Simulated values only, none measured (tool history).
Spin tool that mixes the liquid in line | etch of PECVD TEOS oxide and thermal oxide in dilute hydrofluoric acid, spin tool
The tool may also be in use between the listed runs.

run  hour  temperature setpoint of the liquid (K)  parts of water to one part of 49 % hydrofluoric acid (parts by volume)  time under the liquid (s)  thickness taken off the PECVD TEOS oxide on a monitor wafer (Å)  thickness taken off the thermal oxide on a monitor wafer (Å)
  1     0                                  294.15                                                                     195                        180                                                           205.93                                                        35.553
  2   3.3                                  290.65                                                                     195                        180                                                           178.93                                                        30.642
  3   7.6                                  290.65                                                                     150                        180                                                            243.1                                                        41.905
  4   9.6                                  294.15                                                                     150                        180                                                           279.85                                                        48.565
  5    18                                  294.15                                                                     150                        240                                                           374.95                                                        64.357
  6  25.1                                  294.15                                                                     150                        205                                                           317.27                                                          54.5

Forecast run 7:
  7  32.6                                  290.15                                                                     160                        205                                                                ?                                                             ?

Run 7 gave thickness taken off the PECVD TEOS oxide on a monitor wafer (Å) 251.37, thickness taken off the thermal oxide on a monitor wafer (Å) 43.545.
